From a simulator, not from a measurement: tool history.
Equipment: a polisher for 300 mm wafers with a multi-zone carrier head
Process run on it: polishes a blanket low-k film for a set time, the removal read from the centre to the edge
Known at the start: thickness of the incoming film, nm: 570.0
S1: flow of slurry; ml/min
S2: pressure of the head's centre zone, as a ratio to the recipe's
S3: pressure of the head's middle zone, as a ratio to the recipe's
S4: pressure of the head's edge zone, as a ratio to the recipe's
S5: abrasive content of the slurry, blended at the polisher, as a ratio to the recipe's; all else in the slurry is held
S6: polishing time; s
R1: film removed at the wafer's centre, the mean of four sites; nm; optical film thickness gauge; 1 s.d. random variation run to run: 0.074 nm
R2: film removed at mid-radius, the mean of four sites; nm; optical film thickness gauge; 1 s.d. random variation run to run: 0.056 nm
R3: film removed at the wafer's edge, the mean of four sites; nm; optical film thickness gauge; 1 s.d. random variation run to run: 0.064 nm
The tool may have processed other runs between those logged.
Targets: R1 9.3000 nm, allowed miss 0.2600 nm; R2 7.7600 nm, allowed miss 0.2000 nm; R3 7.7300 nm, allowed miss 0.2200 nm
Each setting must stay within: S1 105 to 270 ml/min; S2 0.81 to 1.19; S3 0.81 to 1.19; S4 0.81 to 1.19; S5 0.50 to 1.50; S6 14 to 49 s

run 1 hour=0.0 | S1=175 S2=1.00 S3=1.00 S4=1.00 S5=1.00 S6=31 | R1=15.0660 R2=14.8980 R3=14.8780
run 2 hour=9.0 | S1=175 S2=1.00 S3=1.00 S4=1.00 S5=1.00 S6=24 | R1=11.5590 R2=11.3570 R3=11.4510
run 3 hour=15.6 | S1=175 S2=1.00 S3=1.00 S4=1.00 S5=0.90 S6=24 | R1=11.1720 R2=10.9700 R3=10.7760
run 4 hour=17.0 | S1=170 S2=1.00 S3=0.97 S4=0.97 S5=0.80 S6=24 | R1=10.5680 R2=10.1170 R3=10.2520
run 5 hour=25.2 | S1=130 S2=1.00 S3=0.97 S4=0.97 S5=0.80 S6=24 | R1=9.8179 R2=9.5029 R3=9.7397
run 6 hour=27.7 | S1=105 S2=1.00 S3=0.97 S4=0.97 S5=0.80 S6=24 | R1=9.2045 R2=9.1728 R3=9.3549
run 7 hour=36.3 | S1=105 S2=1.00 S3=0.97 S4=0.97 S5=0.80 S6=24 | R1=9.1251 R2=9.0298 R3=9.2331
run 8 hour=41.9 | S1=105 S2=1.02 S3=0.96 S4=0.94 S5=0.75 S6=24 | R1=9.0481 R2=8.6009 R3=8.9975
run 9 hour=48.4 | S1=155 S2=1.12 S3=1.04 S4=0.84 S5=0.50 S6=22 | R1=8.2276 R2=7.6457 R3=6.8212
run 10 hour=51.0 | S1=205 S2=1.18 S3=0.98 S4=0.94 S5=0.55 S6=22 | R1=9.5827 R2=7.9612 R3=7.7727
run 11 hour=55.8 | S1=200 S2=1.18 S3=0.98 S4=0.94 S5=0.55 S6=22 | R1=9.6530 R2=7.9220 R3=7.6449

Next run, 5 choices. One meets every target within its allowed miss, the rest don't. Which?
run A hour=60.6 | S1=130 S2=1.19 S3=1.01 S4=1.00 S5=0.65 S6=21 | R1=? R2=? R3=?
run B hour=60.6 | S1=175 S2=1.13 S3=1.03 S4=0.96 S5=0.55 S6=23 | R1=? R2=? R3=?
run C hour=60.6 | S1=160 S2=1.11 S3=1.00 S4=0.88 S5=0.50 S6=23 | R1=? R2=? R3=?
run D hour=60.6 | S1=205 S2=1.09 S3=0.99 S4=0.81 S5=0.70 S6=20 | R1=? R2=? R3=?
run E hour=60.6 | S1=245 S2=1.03 S3=0.90 S4=0.96 S5=0.50 S6=24 | R1=? R2=? R3=?

move=A R1=9.2046 R2=7.7769 R3=7.6634
move=B R1=9.3848 R2=8.4264 R3=7.8686
move=C R1=8.5848 R2=7.6732 R3=7.0889
move=D R1=9.1833 R2=8.2488 R3=7.3261
move=E R1=8.9338 R2=7.8287 R3=8.0953
A: hits every target within its allowed miss
B: brings the last run's worst result on target, with another outside its allowed miss
C: carries the result that was furthest off beyond its target, to the other side
D: brings the last run's worst result on target, with another outside its allowed miss
E: carries the result that was furthest off beyond its target, to the other side
The move that meets every target is A.
